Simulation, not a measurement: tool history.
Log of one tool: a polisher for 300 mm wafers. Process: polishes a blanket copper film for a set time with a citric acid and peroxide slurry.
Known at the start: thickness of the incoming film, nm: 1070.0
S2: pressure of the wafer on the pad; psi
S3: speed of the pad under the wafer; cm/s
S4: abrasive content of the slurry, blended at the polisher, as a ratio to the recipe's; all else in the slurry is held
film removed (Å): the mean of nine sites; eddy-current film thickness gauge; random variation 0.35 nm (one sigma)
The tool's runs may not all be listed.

Run 1, day 0.000: flow of slurry (ml/min) 230, S2 4.1 psi, S3 78 cm/s, S4 1.0, polishing time (s) 29. Result: film removed (Å) 669.46.
Run 2, day 0.125: flow of slurry (ml/min) 230, S2 4.1 psi, S3 78 cm/s, S4 1.0, polishing time (s) 29. Result: film removed (Å) 667.28.
Run 3, day 0.304: flow of slurry (ml/min) 230, S2 4.1 psi, S3 98 cm/s, S4 1.0, polishing time (s) 29. Result: film removed (Å) 839.61.
Run 4, day 0.546: flow of slurry (ml/min) 230, S2 4.1 psi, S3 98 cm/s, S4 1.0, polishing time (s) 29. Result: film removed (Å) 825.61.
Run 5, day 0.638: flow of slurry (ml/min) 230, S2 4.1 psi, S3 98 cm/s, S4 1.1, polishing time (s) 29. Result: film removed (Å) 840.94.
Run 6, day 0.738: flow of slurry (ml/min) 230, S2 4.1 psi, S3 98 cm/s, S4 1.1, polishing time (s) 26. Result: film removed (Å) 760.79.
Run 7, day 1.042: flow of slurry (ml/min) 230, S2 3.9 psi, S3 98 cm/s, S4 1.1, polishing time (s) 26. Result: film removed (Å) 728.36.

The next listed run, before its measurement:
Run 8, day 1.238: flow of slurry (ml/min) 230, S2 3.7 psi, S3 98 cm/s, S4 1.1, polishing time (s) 26. Result: film removed (Å) ?.

{"run 8": {"film removed (Å)": 687.83}}
